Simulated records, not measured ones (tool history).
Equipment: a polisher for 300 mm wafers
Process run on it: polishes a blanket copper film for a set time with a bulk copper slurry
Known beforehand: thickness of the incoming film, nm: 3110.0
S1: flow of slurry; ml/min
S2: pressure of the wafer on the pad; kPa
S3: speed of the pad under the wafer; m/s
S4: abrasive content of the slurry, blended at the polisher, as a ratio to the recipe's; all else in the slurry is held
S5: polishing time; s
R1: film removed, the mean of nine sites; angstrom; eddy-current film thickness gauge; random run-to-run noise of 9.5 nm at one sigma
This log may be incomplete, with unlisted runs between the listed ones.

{"run": 1, "hour": 0.0, "S1": 230, "S2": 17.2, "S3": 1.26, "S4": 1, "S5": 74, "R1": 6309.2}
{"run": 2, "hour": 4.6, "S1": 230, "S2": 14.5, "S3": 1.26, "S4": 1, "S5": 74, "R1": 5445.7}
{"run": 3, "hour": 10.8, "S1": 270, "S2": 14.5, "S3": 1.26, "S4": 1, "S5": 74, "R1": 5552.1}
{"run": 4, "hour": 13.0, "S1": 270, "S2": 14.5, "S3": 1.4, "S4": 1, "S5": 74, "R1": 6247.4}
{"run": 5, "hour": 20.1, "S1": 270, "S2": 16.5, "S3": 1.4, "S4": 1, "S5": 74, "R1": 6916.5}
{"run": 6, "hour": 27.0, "S1": 215, "S2": 16.5, "S3": 1.4, "S4": 1, "S5": 74, "R1": 6728.5}

Expected results for the next run?
{"run": 7, "hour": 32.6, "S1": 220, "S2": 18.6, "S3": 1.4, "S4": 1, "S5": 74, "R1": "?"}

{"run 7": {"R1": 7536.8}}
